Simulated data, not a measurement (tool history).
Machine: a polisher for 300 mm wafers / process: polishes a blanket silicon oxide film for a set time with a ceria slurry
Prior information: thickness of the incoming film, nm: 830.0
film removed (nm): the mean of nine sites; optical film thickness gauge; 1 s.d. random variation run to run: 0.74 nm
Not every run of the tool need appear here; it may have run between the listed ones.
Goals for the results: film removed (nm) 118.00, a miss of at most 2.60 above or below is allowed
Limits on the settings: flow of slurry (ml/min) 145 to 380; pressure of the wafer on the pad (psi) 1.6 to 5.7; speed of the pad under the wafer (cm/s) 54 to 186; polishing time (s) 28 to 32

run	hour	flow of slurry (ml/min)	pressure of the wafer on the pad (psi)	speed of the pad under the wafer (cm/s)	polishing time (s)	film removed (nm)
1	0.0	245	3.6	118	32	174.18
2	2.9	240	3.3	118	32	157.76
3	7.1	230	3.1	118	32	149.70
4	11.7	225	2.9	118	32	137.48
5	16.8	215	2.8	118	32	133.15
6	23.6	205	2.7	118	32	126.58
7	30.9	195	2.7	118	32	125.33
# hour 34.1: slurry nozzle cleaned
8	34.1	170	2.5	118	32	123.20
9	41.0	205	2.4	118	32	122.56
10	47.6	175	2.3	118	32	114.24
11	50.8	180	2.3	118	32	113.86

Below are 4 possible settings for the next run. Only one of them brings all results inside the allowed miss of their targets. Which is it?
A	54.0	180	2.1	124	32	?
B	54.0	200	2.3	122	31	?
C	54.0	245	1.8	142	31	?
D	54.0	145	2.7	114	28	?

move	film removed (nm)
A	110.64
B	117.03
C	110.53
D	108.69
A: its largest miss is bigger than the last run's
B: every result within its allowed miss
C: its largest miss is bigger than the last run's
D: its largest miss is bigger than the last run's
Correct choice: B, which meets every target
